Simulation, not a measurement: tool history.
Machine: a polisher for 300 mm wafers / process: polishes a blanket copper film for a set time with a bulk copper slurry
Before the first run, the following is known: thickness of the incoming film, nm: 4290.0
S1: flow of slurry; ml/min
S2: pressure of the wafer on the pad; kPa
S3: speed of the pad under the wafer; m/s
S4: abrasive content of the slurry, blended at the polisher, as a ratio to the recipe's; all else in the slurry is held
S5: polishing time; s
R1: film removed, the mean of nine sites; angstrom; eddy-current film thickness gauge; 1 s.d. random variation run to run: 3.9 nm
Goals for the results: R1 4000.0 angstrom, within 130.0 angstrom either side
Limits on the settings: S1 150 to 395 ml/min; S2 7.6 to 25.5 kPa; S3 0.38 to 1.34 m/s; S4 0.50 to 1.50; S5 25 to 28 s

| run | hour | S1 | S2 | S3 | S4 | S5 | R1 |
|---|---|---|---|---|---|---|---|
| 1 | 0.0 | 250 | 16.5 | 0.86 | 1.00 | 28 | 2238.4 |
| 2 | 2.7 | 250 | 18.6 | 0.86 | 1.00 | 28 | 2495.9 |
| 3 | 5.8 | 250 | 18.6 | 0.86 | 0.80 | 28 | 2370.5 |
| 4 | 10.8 | 250 | 18.6 | 0.86 | 0.95 | 28 | 2517.5 |
| 5 | 16.1 | 250 | 20.0 | 0.86 | 0.95 | 28 | 2600.8 |
| 6 | 19.9 | 250 | 21.4 | 0.90 | 0.95 | 28 | 2980.9 |
| 7 | 23.7 | 250 | 22.1 | 0.92 | 0.95 | 28 | 3127.7 |
| 8 | 26.2 | 250 | 22.8 | 0.94 | 0.95 | 28 | 3297.7 |
| 9 | 32.7 | 250 | 23.4 | 0.96 | 0.95 | 28 | 3433.6 |
| 10 | 36.5 | 250 | 24.1 | 0.98 | 0.95 | 28 | 3627.7 |
| 11 | 41.1 | 255 | 24.8 | 1.00 | 0.95 | 28 | 3802.5 |

Exactly one of the 4 candidate moves below puts every result within its allowed miss. Which one?
| A | 45.7 | 210 | 25.5 | 1.02 | 1.00 | 26 | ? |
| B | 45.7 | 380 | 25.5 | 0.92 | 1.10 | 27 | ? |
| C | 45.7 | 270 | 24.1 | 1.10 | 0.95 | 28 | ? |
| D | 45.7 | 355 | 24.1 | 1.16 | 0.90 | 28 | ? |

| move | R1 |
|---|---|
| A | 3646.6 |
| B | 3715.1 |
| C | 4075.2 |
| D | 4349.8 |
A: misses by more than the last run did
B: misses by more than the last run did
C: hits every target within its allowed miss
D: takes the result that was furthest off past its target
Move C is the one to make.

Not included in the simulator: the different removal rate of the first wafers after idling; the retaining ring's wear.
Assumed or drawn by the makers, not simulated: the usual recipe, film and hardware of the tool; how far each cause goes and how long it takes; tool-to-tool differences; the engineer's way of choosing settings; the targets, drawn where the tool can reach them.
